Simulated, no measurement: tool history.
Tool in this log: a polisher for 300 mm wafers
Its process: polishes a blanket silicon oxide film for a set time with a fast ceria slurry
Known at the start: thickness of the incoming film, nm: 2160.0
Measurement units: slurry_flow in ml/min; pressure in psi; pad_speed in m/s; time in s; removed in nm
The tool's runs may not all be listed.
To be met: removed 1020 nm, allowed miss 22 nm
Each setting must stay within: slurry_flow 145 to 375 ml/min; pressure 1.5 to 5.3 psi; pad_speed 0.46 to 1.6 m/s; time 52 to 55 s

{"run": 1, "day": 0.0, "slurry_flow": 240, "pressure": 3.4, "pad_speed": 1.02, "time": 52, "removed": 1128.4}
{"run": 2, "day": 0.367, "slurry_flow": 240, "pressure": 3.4, "pad_speed": 1.02, "time": 55, "removed": 1184.9}
{"run": 3, "day": 0.712, "slurry_flow": 285, "pressure": 3.4, "pad_speed": 1.02, "time": 55, "removed": 1220.5}
{"run": 4, "day": 0.867, "slurry_flow": 225, "pressure": 3.4, "pad_speed": 1.02, "time": 55, "removed": 1179.8}
{"run": 5, "day": 0.996, "slurry_flow": 225, "pressure": 3.9, "pad_speed": 1.02, "time": 55, "removed": 1352.1}
{"run": 6, "day": 1.029, "slurry_flow": 225, "pressure": 4.6, "pad_speed": 1.02, "time": 55, "removed": 1560.8}
{"run": 7, "day": 1.133, "slurry_flow": 220, "pressure": 4.3, "pad_speed": 1.02, "time": 55, "removed": 1466.3}
{"run": 8, "day": 1.233, "slurry_flow": 215, "pressure": 4, "pad_speed": 1.02, "time": 55, "removed": 1363.9}
{"run": 9, "day": 1.329, "slurry_flow": 205, "pressure": 3, "pad_speed": 1.02, "time": 55, "removed": 1042.6}
{"run": 10, "day": 1.438, "slurry_flow": 200, "pressure": 3, "pad_speed": 1.02, "time": 55, "removed": 1055.4}

Pick the move, out of 5, that brings all results within their allowed miss; only one does.
{"run": "A", "day": 1.546, "slurry_flow": 180, "pressure": 3.2, "pad_speed": 1.04, "time": 55, "removed": "?"}
{"run": "B", "day": 1.546, "slurry_flow": 180, "pressure": 3.7, "pad_speed": 0.88, "time": 54, "removed": "?"}
{"run": "C", "day": 1.546, "slurry_flow": 155, "pressure": 4.1, "pad_speed": 0.9, "time": 52, "removed": "?"}
{"run": "D", "day": 1.546, "slurry_flow": 165, "pressure": 3.6, "pad_speed": 0.92, "time": 52, "removed": "?"}
{"run": "E", "day": 1.546, "slurry_flow": 190, "pressure": 3, "pad_speed": 1.1, "time": 55, "removed": "?"}

move=A removed=1120
move=B removed=1068.4
move=C removed=1129.1
move=D removed=1033.4
move=E removed=1124.1
A: its largest miss is bigger than the last run's
B: its largest miss is bigger than the last run's
C: its largest miss is bigger than the last run's
D: in spec on every target
E: its largest miss is bigger than the last run's
D is the move that brings every result within its allowed miss.
